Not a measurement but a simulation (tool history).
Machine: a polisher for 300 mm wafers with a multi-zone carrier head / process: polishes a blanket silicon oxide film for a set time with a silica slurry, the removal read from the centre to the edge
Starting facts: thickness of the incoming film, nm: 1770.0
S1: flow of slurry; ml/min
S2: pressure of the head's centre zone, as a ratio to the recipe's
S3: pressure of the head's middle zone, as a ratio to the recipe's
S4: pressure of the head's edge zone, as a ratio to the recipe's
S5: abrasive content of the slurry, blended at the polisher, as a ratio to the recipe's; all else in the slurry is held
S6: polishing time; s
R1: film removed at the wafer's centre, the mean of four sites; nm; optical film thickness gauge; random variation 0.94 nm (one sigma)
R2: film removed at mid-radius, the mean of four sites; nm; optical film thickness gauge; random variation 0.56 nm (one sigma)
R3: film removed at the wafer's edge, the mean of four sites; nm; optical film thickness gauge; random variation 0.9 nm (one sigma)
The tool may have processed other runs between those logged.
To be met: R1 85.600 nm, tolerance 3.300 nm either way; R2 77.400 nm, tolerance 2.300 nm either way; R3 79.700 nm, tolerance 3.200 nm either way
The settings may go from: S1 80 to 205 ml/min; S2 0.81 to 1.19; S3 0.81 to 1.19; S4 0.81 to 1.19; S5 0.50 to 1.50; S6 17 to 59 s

run 1 hour=0.0 | S1=135 S2=1.00 S3=1.00 S4=1.00 S5=1.00 S6=38 | R1=55.477 R2=56.609 R3=55.580
run 2 hour=6.4 | S1=140 S2=1.02 S3=1.00 S4=1.02 S5=1.10 S6=38 | R1=60.015 R2=58.813 R3=58.801
run 3 hour=13.3 | S1=145 S2=1.03 S3=1.01 S4=1.04 S5=1.15 S6=38 | R1=62.156 R2=60.384 R3=59.924
run 4 hour=21.1 | S1=145 S2=1.03 S3=1.01 S4=1.04 S5=1.30 S6=38 | R1=65.539 R2=64.041 R3=62.287
-- hour=23.0 worn pad replaced by a new one
run 5 hour=23.0 | S1=145 S2=1.03 S3=1.01 S4=1.04 S5=1.30 S6=30 | R1=58.053 R2=56.154 R3=55.586
run 6 hour=24.0 | S1=145 S2=1.03 S3=1.01 S4=1.04 S5=1.30 S6=24 | R1=45.139 R2=44.643 R3=43.903
run 7 hour=29.4 | S1=170 S2=1.11 S3=1.03 S4=1.14 S5=1.50 S6=34 | R1=76.077 R2=68.614 R3=70.388
run 8 hour=37.6 | S1=175 S2=1.11 S3=1.03 S4=1.15 S5=1.50 S6=34 | R1=75.802 R2=70.235 R3=70.870

Next run, 5 choices. One meets every target within its allowed miss, the rest don't. Which?
run A hour=45.8 | S1=165 S2=1.14 S3=1.02 S4=1.17 S5=1.50 S6=38 | R1=? R2=? R3=?
run B hour=45.8 | S1=165 S2=0.91 S3=0.83 S4=1.19 S5=1.35 S6=37 | R1=? R2=? R3=?
run C hour=45.8 | S1=205 S2=1.19 S3=1.10 S4=0.97 S5=1.45 S6=34 | R1=? R2=? R3=?
run D hour=45.8 | S1=170 S2=1.01 S3=1.02 S4=1.15 S5=1.30 S6=33 | R1=? R2=? R3=?
run E hour=45.8 | S1=120 S2=1.17 S3=0.81 S4=1.19 S5=1.50 S6=38 | R1=? R2=? R3=?

move=A R1=88.320 R2=77.166 R3=79.104
move=B R1=65.955 R2=61.061 R3=74.975
move=C R1=84.743 R2=75.260 R3=66.250
move=D R1=64.907 R2=64.069 R3=65.050
move=E R1=84.222 R2=59.782 R3=76.394
A: meets every target
B: the biggest miss grows against the last run
C: puts the biggest miss on target and leaves a different result outside tolerance
D: the biggest miss grows against the last run
E: the biggest miss grows against the last run
A meets every target.
